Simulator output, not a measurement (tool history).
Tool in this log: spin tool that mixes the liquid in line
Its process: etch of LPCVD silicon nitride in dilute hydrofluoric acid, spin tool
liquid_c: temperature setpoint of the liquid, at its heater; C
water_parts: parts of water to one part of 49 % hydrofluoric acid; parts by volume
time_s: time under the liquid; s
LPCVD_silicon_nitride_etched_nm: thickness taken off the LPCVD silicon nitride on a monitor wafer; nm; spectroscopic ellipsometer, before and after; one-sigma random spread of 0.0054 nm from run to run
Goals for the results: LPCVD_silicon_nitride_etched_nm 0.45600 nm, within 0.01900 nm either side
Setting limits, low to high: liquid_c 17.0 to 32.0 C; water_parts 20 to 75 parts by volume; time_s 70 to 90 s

run  hour  liquid_c  water_parts  time_s  LPCVD_silicon_nitride_etched_nm
  1   0.0      24.0           45      90                          0.85935
  2   7.8      24.0           45      70                          0.68363
  3  12.4      22.5           45      70                          0.62649
  4  17.3      22.5           40      70                          0.67754
  5  26.0      24.5           40      70                          0.78108
  6  32.2      24.5           25      70                          1.23230
  7  38.9      22.5           30      70                          0.90002
  8  43.1      18.5           40      70                          0.52557

Pick the move, out of 4, that brings all results within their allowed miss; only one does.
  A  47.3      18.5           45      75                                ?
  B  47.3      18.0           45      70                                ?
  C  47.3      17.0           35      80                                ?
  D  47.3      20.0           50      85                                ?

move  LPCVD_silicon_nitride_etched_nm
   A                          0.49643
   B                          0.44728
   C                          0.60689
   D                          0.56411
A: moves toward the targets from the last run without getting all of them in spec
B: all results in spec
C: the biggest miss grows against the last run
D: the biggest miss grows against the last run
Go with B: it meets all targets.
